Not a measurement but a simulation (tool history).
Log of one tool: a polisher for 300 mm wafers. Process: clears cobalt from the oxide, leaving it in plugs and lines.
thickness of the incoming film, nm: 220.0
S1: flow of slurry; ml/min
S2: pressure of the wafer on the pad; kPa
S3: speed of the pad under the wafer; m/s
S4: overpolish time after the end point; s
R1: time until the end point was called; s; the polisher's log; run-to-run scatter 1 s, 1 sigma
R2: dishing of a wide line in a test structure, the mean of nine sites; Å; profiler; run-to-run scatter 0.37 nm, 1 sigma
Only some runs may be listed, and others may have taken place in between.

run  hour   S1    S2    S3  S4      R1      R2
  1     0  270  11.7  1.26  19  38.907  463.04
  2   5.4  305  11.7  1.26  19   37.79  473.29
  3  14.1  285    11  1.26  17  41.259  450.48
  4  22.9  285   8.3  1.26  17  53.541  406.93
  5  28.1  250   8.3  1.26  17  53.393   417.8
  6    35  250   8.3  1.26  11  53.488  314.09
  7  37.6  235     9   1.2  10  53.196  299.16
  8  45.5  225   9.7  1.12   9  54.196  287.92
  9    49  215  10.3  1.04   9  52.192  269.49
 10  52.5  205  10.3  0.98   9  57.867  275.07
 11  58.6  280   6.9  1.22   6  68.134   171.3

Run 12, settings as shown, results not yet in. Your forecast:
 12  61.6  280  6.9  1.22   6   ?   ?

Run 12 came out at R1 66.446 s, R2 173.82 Å.
